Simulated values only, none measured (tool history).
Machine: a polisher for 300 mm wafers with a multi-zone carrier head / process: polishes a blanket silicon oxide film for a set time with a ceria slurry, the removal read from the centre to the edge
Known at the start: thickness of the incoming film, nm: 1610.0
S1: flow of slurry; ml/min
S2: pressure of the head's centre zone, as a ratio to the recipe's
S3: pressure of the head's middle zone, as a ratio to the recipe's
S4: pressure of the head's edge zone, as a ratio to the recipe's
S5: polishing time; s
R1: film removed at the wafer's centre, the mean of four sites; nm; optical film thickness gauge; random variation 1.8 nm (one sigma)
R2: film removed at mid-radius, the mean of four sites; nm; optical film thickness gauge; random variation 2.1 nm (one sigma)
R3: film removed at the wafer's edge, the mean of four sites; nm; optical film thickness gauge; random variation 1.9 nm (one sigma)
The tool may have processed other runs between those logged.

run	day	S1	S2	S3	S4	S5	R1	R2	R3
1	0.000	160	1.00	1.00	1.00	88	401.20	407.65	406.16
2	0.208	160	1.00	1.00	0.92	88	407.58	416.30	393.37
3	0.350	160	1.00	0.97	0.92	88	404.45	410.12	393.13
4	0.429	160	1.01	0.98	0.89	79	371.77	367.06	345.74
5	0.796	160	1.01	0.98	0.95	79	371.06	367.23	351.39
6	1.125	160	1.01	0.98	0.92	73	339.91	338.80	322.57
7	1.317	155	1.02	0.99	0.89	69	324.19	322.56	303.81

Run 8, settings as shown, results not yet in. Your forecast:
8	1.362	155	1.03	1.01	0.87	65	?	?	?

{"run 8": {"R1": 309.3, "R2": 309.87, "R3": 277.84}}

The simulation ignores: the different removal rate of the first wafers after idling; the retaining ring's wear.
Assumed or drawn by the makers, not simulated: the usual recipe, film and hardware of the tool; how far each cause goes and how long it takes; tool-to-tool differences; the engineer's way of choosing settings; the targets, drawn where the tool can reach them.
